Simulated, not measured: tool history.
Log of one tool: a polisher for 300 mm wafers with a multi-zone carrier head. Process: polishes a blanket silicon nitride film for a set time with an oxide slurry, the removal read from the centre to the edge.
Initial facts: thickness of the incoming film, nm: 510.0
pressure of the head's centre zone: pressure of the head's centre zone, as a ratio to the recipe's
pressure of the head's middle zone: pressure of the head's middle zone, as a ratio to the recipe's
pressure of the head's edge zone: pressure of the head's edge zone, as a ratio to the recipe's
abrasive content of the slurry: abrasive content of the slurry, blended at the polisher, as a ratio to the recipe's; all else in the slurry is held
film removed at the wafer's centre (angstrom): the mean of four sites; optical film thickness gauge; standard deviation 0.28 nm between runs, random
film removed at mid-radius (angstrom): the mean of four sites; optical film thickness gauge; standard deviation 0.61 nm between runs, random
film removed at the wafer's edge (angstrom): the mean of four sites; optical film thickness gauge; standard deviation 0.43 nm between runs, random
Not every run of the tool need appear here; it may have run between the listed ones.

run,hour,flow of slurry (ml/min),pressure of the head's centre zone,pressure of the head's middle zone,pressure of the head's edge zone,abrasive content of the slurry,polishing time (s),film removed at the wafer's centre (angstrom),film removed at mid-radius (angstrom),film removed at the wafer's edge (angstrom)
1,0,200,1,1,1,1,90,500.92,505.31,530.06
2,2,190,0.97,1,0.97,1,90,478.36,508.1,516.94
3,9.3,190,1.01,1,0.97,1,90,498.12,502.59,530.61
4,15.5,190,1.01,1,0.93,1,90,497.97,506.47,513.96
5,24.4,175,1.01,1,0.93,1,90,482.78,490.95,509.89
6,29,165,0.98,1,0.91,1,90,468.78,481.92,498.59
7,29.9,140,0.88,1.05,0.85,0.9,90,365.36,451.52,437.94
8,35.2,145,0.88,1.05,0.86,0.9,90,370.33,461.42,449.44

Run 9 comes next. What will it give?
9,43.9,150,0.88,1.05,0.86,0.9,90,?,?,?

{"run 9": {"film removed at the wafer's centre (angstrom)": 374.64, "film removed at mid-radius (angstrom)": 458.39, "film removed at the wafer's edge (angstrom)": 449.36}}
